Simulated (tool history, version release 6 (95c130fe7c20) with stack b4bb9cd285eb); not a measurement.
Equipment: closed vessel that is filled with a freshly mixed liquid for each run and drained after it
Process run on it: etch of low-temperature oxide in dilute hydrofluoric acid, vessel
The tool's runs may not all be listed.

run	day	temperature setpoint of the liquid (K)	parts of water to one part of 49 % hydrofluoric acid (parts by volume)	time in the liquid (s)	thickness taken off the low-temperature oxide on a monitor wafer (Å)
1	0	295.15	235	735	548.6
2	0.175	293.65	240	735	508.55
3	0.408	293.65	200	735	635.34
4	0.558	293.65	130	735	1048.1
5	0.742	293.65	60	735	2474.3
6	0.779	292.65	110	735	1216.3
7	1.121	291.65	140	735	882.13

Run 8 comes next. What will it give?
8	1.35	291.15	160	735	?

For run 8 the tool returned thickness taken off the low-temperature oxide on a monitor wafer (Å) 747.11.
